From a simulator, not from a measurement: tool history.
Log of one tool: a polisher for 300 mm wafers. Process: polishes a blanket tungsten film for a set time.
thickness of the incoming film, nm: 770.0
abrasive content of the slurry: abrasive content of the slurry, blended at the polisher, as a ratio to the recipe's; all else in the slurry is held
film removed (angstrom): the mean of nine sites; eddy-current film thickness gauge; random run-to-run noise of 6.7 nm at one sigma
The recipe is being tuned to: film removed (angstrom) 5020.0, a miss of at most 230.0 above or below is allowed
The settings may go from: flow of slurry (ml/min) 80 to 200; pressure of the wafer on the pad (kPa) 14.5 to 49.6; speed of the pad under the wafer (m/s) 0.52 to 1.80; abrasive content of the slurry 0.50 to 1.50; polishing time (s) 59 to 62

run	day	flow of slurry (ml/min)	pressure of the wafer on the pad (kPa)	speed of the pad under the wafer (m/s)	abrasive content of the slurry	polishing time (s)	film removed (angstrom)
1	0.000	130	31.7	1.16	1.00	59	3251.4
2	0.212	110	31.7	1.16	1.00	59	3128.4
3	0.396	115	33.1	1.16	1.00	59	3315.2
4	0.483	100	33.1	1.16	1.00	59	3169.5
5	0.833	100	37.2	1.16	1.00	59	3624.3
6	0.871	105	37.9	1.16	1.00	59	3788.5
7	1.217	110	38.6	1.16	1.00	59	3802.5
8	1.379	110	40.0	1.16	1.00	59	3982.9
9	1.492	115	40.7	1.16	1.00	59	4084.6
10	1.621	115	41.4	1.16	1.00	59	4121.0
11	1.821	115	42.1	1.16	1.00	59	4175.0
12	2.033	115	42.7	1.16	1.00	59	4132.4
13	2.383	115	43.4	1.16	1.00	59	4308.0

Exercise: of the 5 proposed moves below, exactly one satisfies all targets within the stated allowed misses. Which move is it?
A	2.733	110	46.2	1.14	0.85	59	?
B	2.733	120	48.3	1.14	1.00	62	?
C	2.733	115	38.6	1.32	0.95	62	?
D	2.733	115	44.8	1.06	0.95	61	?
E	2.733	120	47.6	1.24	1.25	62	?

move	film removed (angstrom)
A	4221.1
B	4974.8
C	4501.1
D	4140.3
E	5745.2
A: lands further from the targets than the last run did
B: in spec on every target
C: gains on the last run, yet a result remains outside its allowed miss
D: lands further from the targets than the last run did
E: moves the result that the last run missed by most past its target, out the other side
Go with B: it meets all targets.
